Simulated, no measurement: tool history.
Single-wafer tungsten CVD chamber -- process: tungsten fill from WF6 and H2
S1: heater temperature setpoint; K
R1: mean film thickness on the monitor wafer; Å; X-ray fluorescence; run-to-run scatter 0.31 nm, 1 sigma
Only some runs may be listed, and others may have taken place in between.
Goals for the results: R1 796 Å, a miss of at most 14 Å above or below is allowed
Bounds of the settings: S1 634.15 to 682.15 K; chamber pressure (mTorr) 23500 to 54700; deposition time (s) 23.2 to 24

Run 1, hour 0: S1 658.15 K, chamber pressure (mTorr) 39100, deposition time (s) 23.2. Result: R1 603.77 Å.
Run 2, hour 7.1: S1 660.15 K, chamber pressure (mTorr) 39200, deposition time (s) 23.2. Result: R1 627.25 Å.
Run 3, hour 11.4: S1 660.15 K, chamber pressure (mTorr) 39200, deposition time (s) 23.2. Result: R1 629.72 Å.
Run 4, hour 17.4: S1 660.15 K, chamber pressure (mTorr) 39200, deposition time (s) 23.2. Result: R1 631.09 Å.
At hour 19.3: capacitance manometer re-zeroed and calibrated.
Run 5, hour 19.3: S1 662.15 K, chamber pressure (mTorr) 39300, deposition time (s) 23.2. Result: R1 644.98 Å.
Run 6, hour 22.7: S1 656.15 K, chamber pressure (mTorr) 39300, deposition time (s) 23.2. Result: R1 567.35 Å.
Run 7, hour 26.2: S1 668.15 K, chamber pressure (mTorr) 39800, deposition time (s) 23.2. Result: R1 742.93 Å.
Run 8, hour 34.4: S1 669.15 K, chamber pressure (mTorr) 39800, deposition time (s) 23.2. Result: R1 754.57 Å.

Exercise: of the 5 proposed moves below, exactly one satisfies all targets within the stated allowed misses. Which move is it?
Run A, hour 42.6: S1 672.15 K, chamber pressure (mTorr) 33800, deposition time (s) 23.2. Result: R1 ?.
Run B, hour 42.6: S1 672.15 K, chamber pressure (mTorr) 41800, deposition time (s) 23.9. Result: R1 ?.
Run C, hour 42.6: S1 670.15 K, chamber pressure (mTorr) 45100, deposition time (s) 24. Result: R1 ?.
Run D, hour 42.6: S1 670.15 K, chamber pressure (mTorr) 39900, deposition time (s) 23.8. Result: R1 ?.
Run E, hour 42.6: S1 668.15 K, chamber pressure (mTorr) 41700, deposition time (s) 23.4. Result: R1 ?.

move      R1
   A  759.23
   B  834.51
   C  823.43
   D  785.68
   E  750.44
A: gains on the last run, yet a result remains outside its allowed miss
B: takes the result that was furthest off past its target
C: takes the result that was furthest off past its target
D: all results in spec
E: lands further from the targets than the last run did
The move that meets every target is D.
